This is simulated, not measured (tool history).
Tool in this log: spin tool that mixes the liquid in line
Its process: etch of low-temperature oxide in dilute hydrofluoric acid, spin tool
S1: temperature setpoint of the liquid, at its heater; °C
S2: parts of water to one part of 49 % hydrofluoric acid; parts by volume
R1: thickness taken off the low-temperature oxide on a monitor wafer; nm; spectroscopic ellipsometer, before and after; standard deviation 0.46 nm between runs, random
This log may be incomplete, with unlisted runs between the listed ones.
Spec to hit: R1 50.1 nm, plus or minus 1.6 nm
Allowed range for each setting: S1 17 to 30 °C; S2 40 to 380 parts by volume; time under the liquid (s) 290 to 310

{"run": 1, "hour": 0.0, "S1": 22, "S2": 210, "time under the liquid (s)": 290, "R1": 21.646}
{"run": 2, "hour": 6.7, "S1": 22, "S2": 255, "time under the liquid (s)": 290, "R1": 16.898}
{"run": 3, "hour": 12.3, "S1": 22, "S2": 255, "time under the liquid (s)": 310, "R1": 18.174}
{"run": 4, "hour": 21.2, "S1": 23, "S2": 240, "time under the liquid (s)": 310, "R1": 20.412}
{"run": 5, "hour": 27.9, "S1": 23.5, "S2": 225, "time under the liquid (s)": 310, "R1": 22.44}
{"run": 6, "hour": 33.8, "S1": 24, "S2": 210, "time under the liquid (s)": 310, "R1": 24.977}
{"hour": 41.7, "done": "hydrofluoric acid flow meter replaced"}
{"run": 7, "hour": 41.7, "S1": 24.5, "S2": 200, "time under the liquid (s)": 310, "R1": 25.725}
{"run": 8, "hour": 43.4, "S1": 24.5, "S2": 185, "time under the liquid (s)": 310, "R1": 27.6}
{"run": 9, "hour": 49.9, "S1": 25, "S2": 170, "time under the liquid (s)": 310, "R1": 31.321}
{"run": 10, "hour": 56.8, "S1": 25.5, "S2": 160, "time under the liquid (s)": 310, "R1": 33.877}
{"run": 11, "hour": 57.7, "S1": 26, "S2": 155, "time under the liquid (s)": 310, "R1": 35.998}
{"run": 12, "hour": 65.7, "S1": 26.5, "S2": 150, "time under the liquid (s)": 310, "R1": 38.489}
{"run": 13, "hour": 72.6, "S1": 27, "S2": 145, "time under the liquid (s)": 310, "R1": 40.503}
{"run": 14, "hour": 74.1, "S1": 27.5, "S2": 145, "time under the liquid (s)": 310, "R1": 42.35}
{"run": 15, "hour": 79.6, "S1": 30, "S2": 130, "time under the liquid (s)": 310, "R1": 52.766}

Pick the move, out of 4, that brings all results within their allowed miss; only one does.
{"run": "A", "hour": 85.1, "S1": 28, "S2": 115, "time under the liquid (s)": 295, "R1": "?"}
{"run": "B", "hour": 85.1, "S1": 27, "S2": 115, "time under the liquid (s)": 310, "R1": "?"}
{"run": "C", "hour": 85.1, "S1": 30, "S2": 135, "time under the liquid (s)": 310, "R1": "?"}
{"run": "D", "hour": 85.1, "S1": 29.5, "S2": 125, "time under the liquid (s)": 310, "R1": "?"}

move=A R1=52.948
move=B R1=53.571
move=C R1=49.706
move=D R1=53.42
A: lands further from the targets than the last run did
B: lands further from the targets than the last run did
C: all results land within tolerance of their targets
D: lands further from the targets than the last run did
The move that meets every target is C.
